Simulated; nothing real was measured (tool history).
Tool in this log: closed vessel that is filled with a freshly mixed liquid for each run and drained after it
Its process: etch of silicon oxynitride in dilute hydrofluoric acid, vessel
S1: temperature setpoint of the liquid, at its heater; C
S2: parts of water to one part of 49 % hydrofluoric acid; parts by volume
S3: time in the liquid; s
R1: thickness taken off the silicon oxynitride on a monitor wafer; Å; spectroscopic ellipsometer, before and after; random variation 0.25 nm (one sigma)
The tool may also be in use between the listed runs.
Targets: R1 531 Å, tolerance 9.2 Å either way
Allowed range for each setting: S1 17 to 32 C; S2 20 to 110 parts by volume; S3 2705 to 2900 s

run 1 hour=0 | S1=24 S2=60 S3=2705 | R1=923.37
run 2 hour=9.2 | S1=24 S2=60 S3=2900 | R1=1000.2
run 3 hour=17.5 | S1=23 S2=65 S3=2900 | R1=871.42
run 4 hour=22.2 | S1=25.5 S2=65 S3=2900 | R1=979.17
run 5 hour=30.4 | S1=25.5 S2=50 S3=2900 | R1=1302.8
run 6 hour=33.7 | S1=24 S2=55 S3=2900 | R1=1091.3
run 7 hour=40.9 | S1=20 S2=80 S3=2895 | R1=603.75
run 8 hour=45.2 | S1=17 S2=80 S3=2895 | R1=521.32

Which one of the following 4 next-run settings gets every result inside its allowed miss? There is exactly one.
run A hour=49.5 | S1=19 S2=80 S3=2770 | R1=?
run B hour=49.5 | S1=17.5 S2=85 S3=2855 | R1=?
run C hour=49.5 | S1=19 S2=80 S3=2800 | R1=?
run D hour=49.5 | S1=17 S2=75 S3=2780 | R1=?

move=A R1=549.15
move=B R1=492.45
move=C R1=555.1
move=D R1=533.36
A: carries the result that was furthest off beyond its target, to the other side
B: further off than the last run
C: carries the result that was furthest off beyond its target, to the other side
D: every result within its allowed miss
Correct choice: D, which meets every target
